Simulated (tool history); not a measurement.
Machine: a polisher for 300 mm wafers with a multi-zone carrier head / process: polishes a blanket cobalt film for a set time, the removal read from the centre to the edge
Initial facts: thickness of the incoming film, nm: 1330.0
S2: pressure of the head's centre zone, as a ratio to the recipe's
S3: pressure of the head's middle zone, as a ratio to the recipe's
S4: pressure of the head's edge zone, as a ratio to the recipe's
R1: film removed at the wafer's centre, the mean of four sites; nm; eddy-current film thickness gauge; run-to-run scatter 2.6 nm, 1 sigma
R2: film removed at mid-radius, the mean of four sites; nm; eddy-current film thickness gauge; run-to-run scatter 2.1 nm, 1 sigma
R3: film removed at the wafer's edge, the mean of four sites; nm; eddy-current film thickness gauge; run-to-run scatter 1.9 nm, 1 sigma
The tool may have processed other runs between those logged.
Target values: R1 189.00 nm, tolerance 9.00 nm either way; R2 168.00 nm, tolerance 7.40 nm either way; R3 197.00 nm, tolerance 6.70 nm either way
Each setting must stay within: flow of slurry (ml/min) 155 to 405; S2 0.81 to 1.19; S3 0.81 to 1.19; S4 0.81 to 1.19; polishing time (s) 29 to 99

run 1 hour=0.0 | flow_of_slurry_(ml/min)=260 S2=1.00 S3=1.00 S4=1.00 polishing_time_(s)=64 | R1=294.09 R2=291.33 R3=294.08
run 2 hour=7.5 | flow_of_slurry_(ml/min)=260 S2=1.00 S3=1.00 S4=1.00 polishing_time_(s)=76 | R1=345.09 R2=342.56 R3=353.42
run 3 hour=8.5 | flow_of_slurry_(ml/min)=260 S2=1.06 S3=1.00 S4=1.00 polishing_time_(s)=76 | R1=354.82 R2=341.79 R3=350.15
run 4 hour=14.5 | flow_of_slurry_(ml/min)=245 S2=1.02 S3=0.96 S4=1.01 polishing_time_(s)=65 | R1=293.40 R2=285.00 R3=298.80
run 5 hour=15.6 | flow_of_slurry_(ml/min)=285 S2=1.02 S3=0.96 S4=1.01 polishing_time_(s)=65 | R1=304.09 R2=288.09 R3=303.39
run 6 hour=18.5 | flow_of_slurry_(ml/min)=275 S2=1.01 S3=0.92 S4=1.02 polishing_time_(s)=57 | R1=266.36 R2=242.49 R3=271.85
run 7 hour=25.6 | flow_of_slurry_(ml/min)=255 S2=0.94 S3=0.83 S4=0.92 polishing_time_(s)=39 | R1=164.87 R2=148.97 R3=172.76
run 8 hour=33.6 | flow_of_slurry_(ml/min)=300 S2=1.00 S3=0.89 S4=1.02 polishing_time_(s)=39 | R1=180.12 R2=164.08 R3=182.81
run 9 hour=41.7 | flow_of_slurry_(ml/min)=310 S2=1.01 S3=0.86 S4=1.11 polishing_time_(s)=42 | R1=191.21 R2=170.87 R3=208.54

Which single option among these 4 for the next run brings every result within its allowed miss of target? Just one does.
run A hour=49.8 | flow_of_slurry_(ml/min)=335 S2=0.97 S3=0.81 S4=1.09 polishing_time_(s)=44 | R1=? R2=? R3=?
run B hour=49.8 | flow_of_slurry_(ml/min)=310 S2=1.00 S3=0.88 S4=1.09 polishing_time_(s)=41 | R1=? R2=? R3=?
run C hour=49.8 | flow_of_slurry_(ml/min)=285 S2=0.90 S3=0.81 S4=1.16 polishing_time_(s)=44 | R1=? R2=? R3=?
run D hour=49.8 | flow_of_slurry_(ml/min)=305 S2=0.83 S3=0.85 S4=1.19 polishing_time_(s)=45 | R1=? R2=? R3=?

move=A R1=201.46 R2=172.66 R3=218.67
move=B R1=191.38 R2=170.91 R3=202.42
move=C R1=185.27 R2=169.92 R3=222.96
move=D R1=178.04 R2=182.12 R3=232.23
A: the biggest miss grows against the last run
B: all results in spec
C: the biggest miss grows against the last run
D: the biggest miss grows against the last run
Correct choice: B, which meets every target
